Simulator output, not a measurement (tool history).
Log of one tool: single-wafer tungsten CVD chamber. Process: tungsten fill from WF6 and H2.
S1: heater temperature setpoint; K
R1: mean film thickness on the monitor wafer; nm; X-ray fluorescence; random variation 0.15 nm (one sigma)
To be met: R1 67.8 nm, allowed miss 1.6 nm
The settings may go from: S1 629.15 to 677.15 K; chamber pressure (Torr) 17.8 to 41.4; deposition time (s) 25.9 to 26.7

{"run": 1, "hour": 0.0, "S1": 653.15, "chamber pressure (Torr)": 29.6, "deposition time (s)": 25.9, "R1": 51.369}
{"run": 2, "hour": 5.9, "S1": 653.15, "chamber pressure (Torr)": 32.8, "deposition time (s)": 25.9, "R1": 54.348}
{"run": 3, "hour": 8.0, "S1": 656.15, "chamber pressure (Torr)": 32.9, "deposition time (s)": 25.9, "R1": 58.455}
{"run": 4, "hour": 14.1, "S1": 649.15, "chamber pressure (Torr)": 32.9, "deposition time (s)": 25.9, "R1": 49.561}
{"run": 5, "hour": 17.5, "S1": 649.15, "chamber pressure (Torr)": 37.3, "deposition time (s)": 25.9, "R1": 53.168}
{"run": 6, "hour": 20.6, "S1": 649.15, "chamber pressure (Torr)": 37.3, "deposition time (s)": 25.9, "R1": 53.107}
{"run": 7, "hour": 25.8, "S1": 649.15, "chamber pressure (Torr)": 37.3, "deposition time (s)": 25.9, "R1": 53.136}
{"run": 8, "hour": 31.2, "S1": 649.15, "chamber pressure (Torr)": 37.3, "deposition time (s)": 25.9, "R1": 52.916}
{"run": 9, "hour": 36.3, "S1": 661.15, "chamber pressure (Torr)": 37.8, "deposition time (s)": 25.9, "R1": 70.695}

Which of these 5 next moves meets every target?
{"run": "A", "hour": 41.4, "S1": 662.15, "chamber pressure (Torr)": 39.6, "deposition time (s)": 25.9, "R1": "?"}
{"run": "B", "hour": 41.4, "S1": 658.15, "chamber pressure (Torr)": 37.7, "deposition time (s)": 26.7, "R1": "?"}
{"run": "C", "hour": 41.4, "S1": 662.15, "chamber pressure (Torr)": 38.9, "deposition time (s)": 25.9, "R1": "?"}
{"run": "D", "hour": 41.4, "S1": 663.15, "chamber pressure (Torr)": 35.6, "deposition time (s)": 26.6, "R1": "?"}
{"run": "E", "hour": 41.4, "S1": 654.15, "chamber pressure (Torr)": 41.3, "deposition time (s)": 25.9, "R1": "?"}

move=A R1=73.956
move=B R1=67.906
move=C R1=73.254
move=D R1=73.28
move=E R1=63.139
A: further off than the last run
B: meets every target
C: further off than the last run
D: further off than the last run
E: takes the result that was furthest off past its target
Answer: B
